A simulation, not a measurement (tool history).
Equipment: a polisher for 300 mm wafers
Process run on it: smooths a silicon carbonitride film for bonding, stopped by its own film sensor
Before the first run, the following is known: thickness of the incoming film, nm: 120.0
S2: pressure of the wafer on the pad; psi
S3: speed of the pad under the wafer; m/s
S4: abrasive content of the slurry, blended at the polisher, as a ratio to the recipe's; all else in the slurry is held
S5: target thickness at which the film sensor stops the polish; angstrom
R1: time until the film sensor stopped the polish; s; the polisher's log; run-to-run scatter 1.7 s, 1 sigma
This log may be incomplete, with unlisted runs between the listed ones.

Run 1, hour 0.0: flow of slurry (ml/min) 290, S2 2.1 psi, S3 1.08 m/s, S4 1.0, S5 940 angstrom. Result: R1 78.289 s.
Run 2, hour 2.9: flow of slurry (ml/min) 230, S2 2.1 psi, S3 1.08 m/s, S4 1.0, S5 940 angstrom. Result: R1 81.042 s.
Run 3, hour 8.2: flow of slurry (ml/min) 230, S2 1.8 psi, S3 1.08 m/s, S4 1.0, S5 940 angstrom. Result: R1 92.898 s.
Run 4, hour 12.4: flow of slurry (ml/min) 230, S2 2.1 psi, S3 1.08 m/s, S4 1.0, S5 940 angstrom. Result: R1 81.878 s.
Run 5, hour 16.9: flow of slurry (ml/min) 295, S2 2.1 psi, S3 1.08 m/s, S4 1.0, S5 940 angstrom. Result: R1 78.294 s.
Run 6, hour 23.4: flow of slurry (ml/min) 295, S2 1.8 psi, S3 1.08 m/s, S4 1.0, S5 940 angstrom. Result: R1 90.755 s.
Run 7, hour 26.0: flow of slurry (ml/min) 295, S2 1.7 psi, S3 1.08 m/s, S4 1.0, S5 940 angstrom. Result: R1 95.502 s.
Run 8, hour 30.6: flow of slurry (ml/min) 295, S2 1.6 psi, S3 1.08 m/s, S4 1.0, S5 940 angstrom. Result: R1 101.650 s.
Run 9, hour 37.5: flow of slurry (ml/min) 295, S2 1.5 psi, S3 1.08 m/s, S4 1.0, S5 940 angstrom. Result: R1 108.720 s.

Run 10 has not been measured yet. What should we expect?
Run 10, hour 42.2: flow of slurry (ml/min) 295, S2 1.4 psi, S3 1.08 m/s, S4 1.0, S5 940 angstrom. Result: R1 ?.

{"run 10": {"R1": 114.36}}

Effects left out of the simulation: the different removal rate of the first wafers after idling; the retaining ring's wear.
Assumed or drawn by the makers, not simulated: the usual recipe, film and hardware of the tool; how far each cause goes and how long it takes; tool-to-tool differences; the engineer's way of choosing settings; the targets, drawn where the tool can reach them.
